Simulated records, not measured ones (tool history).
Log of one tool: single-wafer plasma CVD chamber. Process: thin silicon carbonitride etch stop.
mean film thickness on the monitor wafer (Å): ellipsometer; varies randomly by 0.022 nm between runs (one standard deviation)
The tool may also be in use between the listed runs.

run,day,RF power (kW),deposition time (s),mean film thickness on the monitor wafer (Å)
1,0.000,0.255,12.5,73.520
2,0.342,0.255,13.9,81.718
3,0.500,0.255,12.2,71.726
4,0.592,0.225,12.2,69.471
5,0.883,0.240,13.2,76.742
6,0.983,0.250,13.9,80.904
7,1.308,0.260,14.5,85.775

What will run 8 give?
8,1.338,0.265,14.9,?

Run 8 came out at mean film thickness on the monitor wafer (Å) 88.345.
